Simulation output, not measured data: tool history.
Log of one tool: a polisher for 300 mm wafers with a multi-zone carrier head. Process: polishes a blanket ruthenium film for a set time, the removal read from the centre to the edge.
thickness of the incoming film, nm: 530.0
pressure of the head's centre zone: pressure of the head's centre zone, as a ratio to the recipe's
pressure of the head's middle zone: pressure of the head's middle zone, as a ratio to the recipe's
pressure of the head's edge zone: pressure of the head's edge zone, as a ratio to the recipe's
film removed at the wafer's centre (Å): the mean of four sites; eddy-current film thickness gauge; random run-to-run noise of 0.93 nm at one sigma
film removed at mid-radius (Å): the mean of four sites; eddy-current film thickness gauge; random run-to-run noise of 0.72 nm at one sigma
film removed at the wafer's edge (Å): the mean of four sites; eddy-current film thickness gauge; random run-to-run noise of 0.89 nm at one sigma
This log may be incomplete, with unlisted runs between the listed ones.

run  hour  flow of slurry (ml/min)  pressure of the head's centre zone  pressure of the head's middle zone  pressure of the head's edge zone  polishing time (s)  film removed at the wafer's centre (Å)  film removed at mid-radius (Å)  film removed at the wafer's edge (Å)
  1     0                      175                                   1                                   1                                 1                  72                                  687.67                          658.44                                662.33
  2     7                      190                                1.05                                   1                              1.05                  79                                  821.49                          731.79                                743.76
  3  14.2                      190                                1.05                                   1                              1.05                  63                                  643.41                          584.07                                594.85
  4  17.1                      190                                1.05                                   1                              1.05                  55                                  559.14                          513.35                                524.19
  5  18.5                      195                                1.07                                0.99                              1.08                  68                                  711.17                          635.03                                 653.1
  6  19.7                      200                                1.09                                0.97                              1.11                  76                                  817.29                          691.28                                758.43
  7  23.4                      210                                1.11                                0.98                              1.13                  81                                  878.65                          745.12                                798.19

For run 8, what comes out?
  8  31.9                      210                                1.13                                0.98                              1.14                  86                                       ?                               ?                                     ?

Logged for run 8: film removed at the wafer's centre (Å) 969.74, film removed at mid-radius (Å) 804.72, film removed at the wafer's edge (Å) 852.75.

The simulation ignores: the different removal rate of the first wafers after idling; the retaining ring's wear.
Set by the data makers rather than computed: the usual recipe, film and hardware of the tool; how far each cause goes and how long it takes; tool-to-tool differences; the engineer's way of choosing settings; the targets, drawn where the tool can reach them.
